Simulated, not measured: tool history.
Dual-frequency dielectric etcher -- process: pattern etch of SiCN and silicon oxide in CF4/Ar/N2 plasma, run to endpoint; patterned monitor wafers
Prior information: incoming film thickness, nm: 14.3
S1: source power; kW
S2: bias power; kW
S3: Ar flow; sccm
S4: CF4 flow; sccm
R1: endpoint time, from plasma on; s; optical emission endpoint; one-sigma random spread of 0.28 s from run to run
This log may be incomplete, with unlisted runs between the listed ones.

run	hour	S1	S2	S3	S4	R1
1	0	0.36	0.066	109	50	22.285
2	3.3	0.36	0.066	101	50	22.109
3	4.5	0.39	0.066	101	50	20.156
4	8.7	0.36	0.062	105	48	23.143
5	10.8	0.34	0.059	107	48	25.367
6	11.7	0.37	0.059	107	48	23.081
7	17.5	0.35	0.057	108	48	25.071

Run 8 comes next. What will it give?
8	24.3	0.33	0.055	109	48	?

{"run 8": {"R1": 27.336}}

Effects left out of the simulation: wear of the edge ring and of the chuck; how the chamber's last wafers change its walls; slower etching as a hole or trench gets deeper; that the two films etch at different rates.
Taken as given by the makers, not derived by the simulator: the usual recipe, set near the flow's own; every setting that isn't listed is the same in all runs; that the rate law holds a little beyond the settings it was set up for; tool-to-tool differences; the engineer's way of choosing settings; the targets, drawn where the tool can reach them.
